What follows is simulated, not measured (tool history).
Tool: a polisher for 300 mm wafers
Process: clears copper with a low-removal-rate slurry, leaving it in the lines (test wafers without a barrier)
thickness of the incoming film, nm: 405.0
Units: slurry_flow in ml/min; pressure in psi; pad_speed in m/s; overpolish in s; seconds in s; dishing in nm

run  hour  slurry_flow  pressure  pad_speed  slurry_solids  overpolish  seconds  dishing
  1     0          185       3.9        1.3              1          15   79.474   17.023
  2     3          150       3.9        1.3              1          15   81.909   16.335
  3   9.2          145       3.8        1.3              1          15   83.341   17.341
  4  10.5          145       3.8        1.3              1          12   83.743   17.007
  5  18.1          170       3.8        1.3              1          12   80.758   16.046
  6  20.6          170       3.7        1.3              1          12   83.895    16.68
  7  29.1          175       3.6        1.3              1          11   84.821   16.558
  8  33.2          180       3.5        1.3              1          10   87.302   15.992
  9  40.9          180       3.4        1.3              1          10   87.797   15.388
 10  41.9          175       3.3        1.3              1          11    90.82   15.825

The next listed run, before its measurement:
 11  47.6          175       3.2        1.3              1          11        ?        ?

seconds: 94.218 s
dishing: 15.301 nm

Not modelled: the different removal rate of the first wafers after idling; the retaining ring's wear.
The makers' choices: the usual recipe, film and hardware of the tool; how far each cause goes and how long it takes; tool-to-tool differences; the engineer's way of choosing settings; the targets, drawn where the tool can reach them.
